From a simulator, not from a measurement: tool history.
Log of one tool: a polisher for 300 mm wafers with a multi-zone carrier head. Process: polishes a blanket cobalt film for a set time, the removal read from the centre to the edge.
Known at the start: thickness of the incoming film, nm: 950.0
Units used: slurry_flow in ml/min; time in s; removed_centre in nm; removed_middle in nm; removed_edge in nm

Run 1, hour 0: slurry_flow 225 ml/min, centre_zone 1, middle_zone 1, edge_zone 1, time 33 s. Result: removed_centre 161.41 nm, removed_middle 164.05 nm, removed_edge 165.25 nm.
Run 2, hour 9: slurry_flow 215 ml/min, centre_zone 0.97, middle_zone 0.98, edge_zone 0.99, time 31 s. Result: removed_centre 147.67 nm, removed_middle 149.92 nm, removed_edge 154.82 nm.
Run 3, hour 15.1: slurry_flow 210 ml/min, centre_zone 0.95, middle_zone 0.97, edge_zone 0.99, time 29 s. Result: removed_centre 134.95 nm, removed_middle 138.89 nm, removed_edge 144.62 nm.
Run 4, hour 16.9: slurry_flow 205 ml/min, centre_zone 0.93, middle_zone 0.96, edge_zone 0.99, time 28 s. Result: removed_centre 126.75 nm, removed_middle 132.62 nm, removed_edge 137.33 nm.
Run 5, hour 24.9: slurry_flow 200 ml/min, centre_zone 0.91, middle_zone 0.95, edge_zone 0.99, time 27 s. Result: removed_centre 118.96 nm, removed_middle 125.33 nm, removed_edge 130.85 nm.
Run 6, hour 31: slurry_flow 200 ml/min, centre_zone 0.98, middle_zone 0.95, edge_zone 0.99, time 27 s. Result: removed_centre 126.63 nm, removed_middle 128.63 nm, removed_edge 131.68 nm.
Run 7, hour 39: slurry_flow 190 ml/min, centre_zone 0.95, middle_zone 0.94, edge_zone 0.99, time 26 s. Result: removed_centre 118.01 nm, removed_middle 118.33 nm, removed_edge 125.71 nm.

Forecast run 8:
Run 8, hour 45.8: slurry_flow 185 ml/min, centre_zone 0.93, middle_zone 0.94, edge_zone 0.99, time 26 s. Result: removed_centre ?, removed_middle ?, removed_edge ?.

Run 8 produced removed_centre 113.48 nm, removed_middle 119.94 nm, removed_edge 124.38 nm.

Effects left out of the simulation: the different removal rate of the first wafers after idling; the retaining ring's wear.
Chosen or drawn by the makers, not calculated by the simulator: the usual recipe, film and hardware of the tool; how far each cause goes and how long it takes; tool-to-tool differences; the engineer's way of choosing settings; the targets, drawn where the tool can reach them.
